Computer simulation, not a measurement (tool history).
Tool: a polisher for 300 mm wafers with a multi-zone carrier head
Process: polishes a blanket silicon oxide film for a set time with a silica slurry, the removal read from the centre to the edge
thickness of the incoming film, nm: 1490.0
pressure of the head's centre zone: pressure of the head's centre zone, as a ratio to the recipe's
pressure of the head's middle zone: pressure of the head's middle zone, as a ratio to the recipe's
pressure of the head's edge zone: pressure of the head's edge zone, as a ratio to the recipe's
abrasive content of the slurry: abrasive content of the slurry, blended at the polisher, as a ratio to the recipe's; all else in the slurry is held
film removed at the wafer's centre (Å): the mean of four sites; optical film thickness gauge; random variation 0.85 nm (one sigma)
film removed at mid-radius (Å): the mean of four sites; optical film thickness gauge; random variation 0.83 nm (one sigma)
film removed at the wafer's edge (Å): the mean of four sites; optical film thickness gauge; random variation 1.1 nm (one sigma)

run,hour,flow of slurry (ml/min),pressure of the head's centre zone,pressure of the head's middle zone,pressure of the head's edge zone,abrasive content of the slurry,polishing time (s),film removed at the wafer's centre (Å),film removed at mid-radius (Å),film removed at the wafer's edge (Å)
1,0,145,1,1,1,1,72,1520.7,1539.1,1613.8
2,1.4,145,1,0.99,0.97,0.9,68,1373.6,1371.7,1454.4
3,4.5,145,1,1.05,0.97,0.9,68,1374.8,1447.8,1407.7
4,8.5,145,1,1.05,0.97,0.9,83,1669,1762.1,1727
5,9.7,145,1,1.05,0.89,0.9,83,1666.9,1763.3,1724
# hour 14.7: slurry nozzle cleaned
6,14.7,145,1.01,1.04,0.89,0.8,76,1632,1661.3,1564.6
7,15.8,145,1,1.03,0.92,0.8,67,1447.3,1443.9,1369
8,22.9,140,0.98,1.02,0.95,0.75,61,1246.2,1259.2,1249
9,29.7,140,0.98,1.02,0.97,0.7,56,1099.4,1140.6,1147.3

Run 10 comes next. What will it give?
10,36.1,140,0.99,1.02,0.98,0.65,53,?,?,?

Run 10 gave film removed at the wafer's centre (Å) 1023, film removed at mid-radius (Å) 1030.7, film removed at the wafer's edge (Å) 1063.9.
